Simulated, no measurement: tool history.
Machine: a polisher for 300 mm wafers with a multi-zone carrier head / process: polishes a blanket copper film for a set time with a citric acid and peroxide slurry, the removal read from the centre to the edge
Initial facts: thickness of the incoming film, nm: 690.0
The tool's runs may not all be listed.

run  hour  flow of slurry (ml/min)  pressure of the head's centre zone  pressure of the head's middle zone  pressure of the head's edge zone  abrasive content of the slurry  polishing time (s)  film removed at the wafer's centre (nm)  film removed at mid-radius (nm)  film removed at the wafer's edge (nm)
  1   0.0                      225                                1.00                                1.00                              1.00                            1.00                  80                                   141.14                           142.70                                 141.19
  2   7.3                      265                                1.00                                1.00                              1.00                            1.00                  80                                   145.73                           144.25                                 145.94
  3  11.6                      315                                1.00                                1.00                              1.00                            1.00                  80                                   148.04                           148.68                                 142.13
  4  19.8                      315                                1.00                                0.92                              1.00                            1.00                  80                                   146.87                           137.58                                 146.30
  5  20.7                      305                                0.99                                0.93                              1.02                            1.10                  81                                   150.53                           142.94                                 152.65
  6  26.3                      350                                0.99                                0.93                              1.02                            1.10                  81                                   151.02                           146.42                                 152.16

What will run 7 give?
  7  27.3                      340                                0.98                                0.94                              1.04                            1.15                  81                                        ?                                ?                                      ?

{"run 7": {"film removed at the wafer's centre (nm)": 150.26, "film removed at mid-radius (nm)": 147.55, "film removed at the wafer's edge (nm)": 157.15}}

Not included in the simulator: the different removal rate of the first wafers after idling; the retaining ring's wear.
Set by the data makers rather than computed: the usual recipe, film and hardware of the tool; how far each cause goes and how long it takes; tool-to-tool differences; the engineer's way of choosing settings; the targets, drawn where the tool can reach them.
